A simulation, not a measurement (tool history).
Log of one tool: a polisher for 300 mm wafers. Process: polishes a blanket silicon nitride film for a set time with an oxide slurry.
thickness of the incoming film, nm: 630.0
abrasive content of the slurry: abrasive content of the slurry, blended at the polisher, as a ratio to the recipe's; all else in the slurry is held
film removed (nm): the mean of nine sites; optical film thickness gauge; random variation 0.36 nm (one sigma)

run	day	flow of slurry (ml/min)	pressure of the wafer on the pad (kPa)	speed of the pad under the wafer (cm/s)	abrasive content of the slurry	polishing time (s)	film removed (nm)
1	0	170	30.3	100	1	54	43.4
2	0.079	170	28.3	100	1	54	39.549
3	0.246	170	28.3	100	1	57	42.498
4	0.575	195	28.3	100	1	57	43.415
5	0.912	195	26.2	100	1	57	39.831
6	1	195	26.2	100	1	54	38.108
7	1.121	195	24.8	100	1	54	36.64
8	1.367	195	23.4	100	1	54	35.225
9	1.425	195	22.1	100	1	54	32.592
10	1.6	195	21.4	100	1	54	31.341
11	1.962	190	15.9	98	1	54	23.532
12	2.188	195	15.9	98	1	54	23.606
13	2.267	195	19.3	100	1	54	28.85
14	2.475	190	19.3	100	1	54	28.636

Run 15 comes next. What will it give?
15	2.625	185	19.3	100	1	54	?

{"run 15": {"film removed (nm)": 28.937}}
